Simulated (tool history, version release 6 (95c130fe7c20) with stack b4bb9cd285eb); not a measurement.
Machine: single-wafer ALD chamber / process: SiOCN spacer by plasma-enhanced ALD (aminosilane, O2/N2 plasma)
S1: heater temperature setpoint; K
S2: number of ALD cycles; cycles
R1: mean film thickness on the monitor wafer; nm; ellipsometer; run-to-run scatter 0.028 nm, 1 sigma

run  hour      S1  S2      R1
  1     0  683.15  79  4.5656
  2   6.6  687.15  79  4.5044
  3  14.3  684.15  81  4.6449
  4  19.5  679.15  81  4.6827
  5  27.4  678.15  83  4.8389
  6  32.2  676.15  84   4.924
  7  39.2  674.15  85  5.0037

What does the tool deliver on the next run?
  8    44  673.15  86   ?

{"run 8": {"R1": 5.0459}}
